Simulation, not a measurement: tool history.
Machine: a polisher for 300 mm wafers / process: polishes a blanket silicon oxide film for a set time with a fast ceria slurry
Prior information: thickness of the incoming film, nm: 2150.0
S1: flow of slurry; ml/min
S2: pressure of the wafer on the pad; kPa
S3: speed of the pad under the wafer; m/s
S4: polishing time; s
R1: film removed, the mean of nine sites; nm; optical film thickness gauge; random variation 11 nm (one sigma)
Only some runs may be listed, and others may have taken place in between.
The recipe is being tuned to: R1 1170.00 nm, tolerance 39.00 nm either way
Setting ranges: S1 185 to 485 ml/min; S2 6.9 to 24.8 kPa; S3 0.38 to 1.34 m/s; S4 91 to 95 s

| run | day | S1 | S2 | S3 | S4 | R1 |
|---|---|---|---|---|---|---|
| 1 | 0.000 | 310 | 15.9 | 0.86 | 91 | 990.07 |
| 2 | 0.338 | 310 | 13.8 | 0.86 | 91 | 865.69 |
| 3 | 0.525 | 250 | 13.8 | 0.86 | 91 | 867.03 |
| 4 | 0.762 | 205 | 13.8 | 0.86 | 91 | 832.27 |
| 5 | 1.071 | 185 | 13.8 | 0.86 | 91 | 823.66 |
| 6 | 1.312 | 195 | 14.5 | 0.86 | 91 | 865.76 |
| 7 | 1.650 | 200 | 15.2 | 0.86 | 91 | 924.78 |
| 8 | 1.996 | 230 | 18.6 | 0.86 | 91 | 1109.70 |

Exercise: of the 5 proposed moves below, exactly one satisfies all targets within the stated allowed misses. Which move is it?
| A | 2.342 | 290 | 13.1 | 1.02 | 95 | ? |
| B | 2.342 | 190 | 20.0 | 0.74 | 94 | ? |
| C | 2.342 | 295 | 18.6 | 0.76 | 92 | ? |
| D | 2.342 | 220 | 17.9 | 0.84 | 91 | ? |
| E | 2.342 | 320 | 20.0 | 0.78 | 93 | ? |

| move | R1 |
|---|---|
| A | 1018.80 |
| B | 1051.30 |
| C | 1044.30 |
| D | 1058.60 |
| E | 1169.80 |
A: misses by more than the last run did
B: misses by more than the last run did
C: misses by more than the last run did
D: misses by more than the last run did
E: meets every target
The right move is E.
